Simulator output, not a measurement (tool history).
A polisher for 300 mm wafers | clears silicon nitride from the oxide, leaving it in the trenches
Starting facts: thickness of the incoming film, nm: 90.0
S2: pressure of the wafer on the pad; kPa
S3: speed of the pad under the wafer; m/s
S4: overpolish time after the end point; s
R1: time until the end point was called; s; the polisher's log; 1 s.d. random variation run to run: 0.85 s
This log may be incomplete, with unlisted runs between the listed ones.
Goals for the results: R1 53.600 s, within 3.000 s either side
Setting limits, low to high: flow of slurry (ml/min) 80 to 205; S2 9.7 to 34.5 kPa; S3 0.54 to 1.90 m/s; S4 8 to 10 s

Run 1, hour 0.0: flow of slurry (ml/min) 135, S2 22.1 kPa, S3 1.22 m/s, S4 10 s. Result: R1 65.265 s.
Run 2, hour 2.9: flow of slurry (ml/min) 135, S2 22.8 kPa, S3 1.22 m/s, S4 10 s. Result: R1 66.333 s.
Run 3, hour 9.6: flow of slurry (ml/min) 135, S2 22.8 kPa, S3 1.22 m/s, S4 8 s. Result: R1 65.017 s.
Run 4, hour 17.6: flow of slurry (ml/min) 115, S2 22.8 kPa, S3 1.22 m/s, S4 8 s. Result: R1 66.256 s.
Run 5, hour 24.0: flow of slurry (ml/min) 85, S2 22.8 kPa, S3 1.22 m/s, S4 8 s. Result: R1 73.294 s.
Run 6, hour 28.8: flow of slurry (ml/min) 80, S2 22.8 kPa, S3 1.22 m/s, S4 8 s. Result: R1 75.900 s.
Run 7, hour 31.3: flow of slurry (ml/min) 95, S2 23.4 kPa, S3 1.22 m/s, S4 8 s. Result: R1 68.197 s.
Run 8, hour 37.8: flow of slurry (ml/min) 105, S2 24.1 kPa, S3 1.22 m/s, S4 8 s. Result: R1 63.469 s.
Run 9, hour 43.4: flow of slurry (ml/min) 110, S2 24.8 kPa, S3 1.22 m/s, S4 8 s. Result: R1 61.908 s.
Run 10, hour 44.4: flow of slurry (ml/min) 110, S2 24.8 kPa, S3 1.22 m/s, S4 8 s. Result: R1 62.672 s.
Run 11, hour 50.0: flow of slurry (ml/min) 115, S2 25.5 kPa, S3 1.22 m/s, S4 8 s. Result: R1 60.898 s.
Run 12, hour 55.7: flow of slurry (ml/min) 120, S2 26.2 kPa, S3 1.22 m/s, S4 8 s. Result: R1 57.532 s.

Exercise: of the 5 proposed moves below, exactly one satisfies all targets within the stated allowed misses. Which move is it?
Run A, hour 61.4: flow of slurry (ml/min) 100, S2 26.2 kPa, S3 1.38 m/s, S4 8 s. Result: R1 ?.
Run B, hour 61.4: flow of slurry (ml/min) 115, S2 26.2 kPa, S3 1.22 m/s, S4 8 s. Result: R1 ?.
Run C, hour 61.4: flow of slurry (ml/min) 100, S2 26.2 kPa, S3 1.60 m/s, S4 10 s. Result: R1 ?.
Run D, hour 61.4: flow of slurry (ml/min) 115, S2 26.2 kPa, S3 1.18 m/s, S4 9 s. Result: R1 ?.
Run E, hour 61.4: flow of slurry (ml/min) 105, S2 26.9 kPa, S3 1.12 m/s, S4 8 s. Result: R1 ?.

move      R1
   A  53.704
   B  58.288
   C  46.490
   D  60.202
   E  63.235
A: in spec on every target
B: misses by more than the last run did
C: pushes the last run's worst result past its target
D: misses by more than the last run did
E: misses by more than the last run did
Answer: A
